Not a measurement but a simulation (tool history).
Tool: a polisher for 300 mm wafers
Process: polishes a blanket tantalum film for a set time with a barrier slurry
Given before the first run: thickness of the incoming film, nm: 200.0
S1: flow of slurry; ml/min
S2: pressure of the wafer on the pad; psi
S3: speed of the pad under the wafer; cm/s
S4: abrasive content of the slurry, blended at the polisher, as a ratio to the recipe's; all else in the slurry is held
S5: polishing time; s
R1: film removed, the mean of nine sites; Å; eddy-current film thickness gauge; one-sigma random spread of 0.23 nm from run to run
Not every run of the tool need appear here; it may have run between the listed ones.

run 1 hour=0 | S1=305 S2=2.1 S3=94 S4=1 S5=27 | R1=388.94
run 2 hour=8.9 | S1=305 S2=2.1 S3=76 S4=1 S5=27 | R1=317.3
run 3 hour=12.8 | S1=305 S2=2.1 S3=76 S4=0.8 S5=27 | R1=285.96
run 4 hour=14.9 | S1=310 S2=2.3 S3=76 S4=0.8 S5=27 | R1=304.34
run 5 hour=16.9 | S1=310 S2=2.3 S3=86 S4=0.8 S5=27 | R1=346.12
run 6 hour=21.6 | S1=310 S2=2.3 S3=64 S4=0.8 S5=27 | R1=255.52
run 7 hour=30.5 | S1=310 S2=2.4 S3=64 S4=0.8 S5=27 | R1=264.91

For run 8, what comes out?
run 8 hour=38.9 | S1=310 S2=2.5 S3=64 S4=0.8 S5=27 | R1=?

Run 8 measured R1 274.12 Å.
